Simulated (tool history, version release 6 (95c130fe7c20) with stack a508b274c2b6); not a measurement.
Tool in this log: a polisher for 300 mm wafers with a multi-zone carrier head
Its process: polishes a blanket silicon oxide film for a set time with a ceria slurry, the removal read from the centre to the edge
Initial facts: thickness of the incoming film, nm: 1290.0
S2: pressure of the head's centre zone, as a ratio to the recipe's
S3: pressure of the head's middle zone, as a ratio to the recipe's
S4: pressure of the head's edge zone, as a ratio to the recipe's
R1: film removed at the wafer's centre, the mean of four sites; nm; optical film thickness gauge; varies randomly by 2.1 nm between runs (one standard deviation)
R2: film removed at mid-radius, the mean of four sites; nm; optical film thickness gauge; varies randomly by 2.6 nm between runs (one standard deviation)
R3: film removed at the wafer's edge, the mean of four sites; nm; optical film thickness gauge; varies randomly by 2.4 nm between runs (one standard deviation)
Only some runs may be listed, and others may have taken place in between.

{"run": 1, "hour": 0.0, "flow of slurry (ml/min)": 245, "S2": 1.0, "S3": 1.0, "S4": 1.0, "polishing time (s)": 84, "R1": 374.93, "R2": 380.45, "R3": 372.87}
{"run": 2, "hour": 7.6, "flow of slurry (ml/min)": 235, "S2": 0.96, "S3": 0.99, "S4": 0.99, "polishing time (s)": 74, "R1": 311.59, "R2": 328.92, "R3": 325.81}
{"run": 3, "hour": 16.2, "flow of slurry (ml/min)": 230, "S2": 0.93, "S3": 0.98, "S4": 0.96, "polishing time (s)": 68, "R1": 277.6, "R2": 298.06, "R3": 292.41}
{"run": 4, "hour": 21.7, "flow of slurry (ml/min)": 230, "S2": 0.85, "S3": 0.98, "S4": 0.96, "polishing time (s)": 68, "R1": 251.93, "R2": 303.82, "R3": 297.51}
{"run": 5, "hour": 30.5, "flow of slurry (ml/min)": 220, "S2": 0.84, "S3": 0.96, "S4": 0.94, "polishing time (s)": 64, "R1": 231.69, "R2": 281.4, "R3": 273.62}
{"run": 6, "hour": 34.6, "flow of slurry (ml/min)": 220, "S2": 0.88, "S3": 0.96, "S4": 0.94, "polishing time (s)": 64, "R1": 246.4, "R2": 278.52, "R3": 276.89}
{"run": 7, "hour": 42.9, "flow of slurry (ml/min)": 215, "S2": 0.86, "S3": 0.95, "S4": 0.92, "polishing time (s)": 61, "R1": 227.51, "R2": 257.19, "R3": 256.93}
{"run": 8, "hour": 46.9, "flow of slurry (ml/min)": 205, "S2": 0.85, "S3": 0.95, "S4": 0.91, "polishing time (s)": 59, "R1": 216.97, "R2": 246.1, "R3": 248.82}
{"run": 9, "hour": 52.8, "flow of slurry (ml/min)": 200, "S2": 0.84, "S3": 0.95, "S4": 0.9, "polishing time (s)": 58, "R1": 206.76, "R2": 249.09, "R3": 240.86}
{"run": 10, "hour": 58.5, "flow of slurry (ml/min)": 190, "S2": 0.83, "S3": 0.93, "S4": 0.89, "polishing time (s)": 58, "R1": 202.96, "R2": 238.71, "R3": 241.7}
{"run": 11, "hour": 60.1, "flow of slurry (ml/min)": 190, "S2": 0.83, "S3": 0.93, "S4": 0.87, "polishing time (s)": 57, "R1": 201.39, "R2": 234.63, "R3": 231.84}

Run 12, settings as shown, results not yet in. Your forecast:
{"run": 12, "hour": 61.2, "flow of slurry (ml/min)": 185, "S2": 0.83, "S3": 0.92, "S4": 0.86, "polishing time (s)": 57, "R1": "?", "R2": "?", "R3": "?"}

{"run 12": {"R1": 199.41, "R2": 229.84, "R3": 233.69}}

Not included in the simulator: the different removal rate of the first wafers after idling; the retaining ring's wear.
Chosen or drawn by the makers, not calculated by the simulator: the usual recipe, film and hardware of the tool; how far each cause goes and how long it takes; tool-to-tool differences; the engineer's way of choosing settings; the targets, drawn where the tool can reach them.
